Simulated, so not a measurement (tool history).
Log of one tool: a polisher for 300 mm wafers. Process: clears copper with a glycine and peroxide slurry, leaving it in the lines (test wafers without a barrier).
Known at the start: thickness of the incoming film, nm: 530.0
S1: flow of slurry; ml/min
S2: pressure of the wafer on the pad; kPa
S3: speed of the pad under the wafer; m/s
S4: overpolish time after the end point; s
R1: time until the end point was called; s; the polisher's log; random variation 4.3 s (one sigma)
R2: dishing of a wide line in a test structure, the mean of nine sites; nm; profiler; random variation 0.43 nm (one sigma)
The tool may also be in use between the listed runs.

Run 1, day 0.000: S1 205 ml/min, S2 14.5 kPa, S3 0.80 m/s, S4 23 s. Result: R1 127.16 s, R2 34.794 nm.
Run 2, day 0.208: S1 245 ml/min, S2 14.5 kPa, S3 0.80 m/s, S4 23 s. Result: R1 127.03 s, R2 34.021 nm.
Run 3, day 0.496: S1 245 ml/min, S2 12.4 kPa, S3 0.80 m/s, S4 23 s. Result: R1 145.57 s, R2 34.378 nm.
Run 4, day 0.804: S1 245 ml/min, S2 9.7 kPa, S3 0.80 m/s, S4 23 s. Result: R1 170.07 s, R2 30.420 nm.
Run 5, day 0.854: S1 245 ml/min, S2 9.7 kPa, S3 0.60 m/s, S4 23 s. Result: R1 190.44 s, R2 29.099 nm.
Run 6, day 0.938: S1 245 ml/min, S2 9.0 kPa, S3 0.56 m/s, S4 19 s. Result: R1 206.75 s, R2 24.022 nm.

The next listed run, before its measurement:
Run 7, day 1.008: S1 245 ml/min, S2 8.3 kPa, S3 0.54 m/s, S4 18 s. Result: R1 ?, R2 ?.

Run 7 gave R1 226.14 s, R2 22.257 nm.
